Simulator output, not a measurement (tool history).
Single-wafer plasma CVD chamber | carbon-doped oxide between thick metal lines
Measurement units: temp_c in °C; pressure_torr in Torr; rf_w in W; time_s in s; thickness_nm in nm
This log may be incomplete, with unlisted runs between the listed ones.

run	hour	temp_c	pressure_torr	rf_w	time_s	thickness_nm
1	0.0	355	6.16	600	271	1578.7
2	7.0	353	6.45	635	272	1678.8
3	11.1	350	6.81	645	272	1689.0
4	13.2	350	6.82	670	273	1751.8
5	16.3	350	6.82	670	271	1740.6
6	22.1	344	6.82	670	271	1780.3

What does the tool deliver on the next run?
7	28.8	342	6.85	675	271	?

Run 7 gave thickness_nm 1789.3 nm.

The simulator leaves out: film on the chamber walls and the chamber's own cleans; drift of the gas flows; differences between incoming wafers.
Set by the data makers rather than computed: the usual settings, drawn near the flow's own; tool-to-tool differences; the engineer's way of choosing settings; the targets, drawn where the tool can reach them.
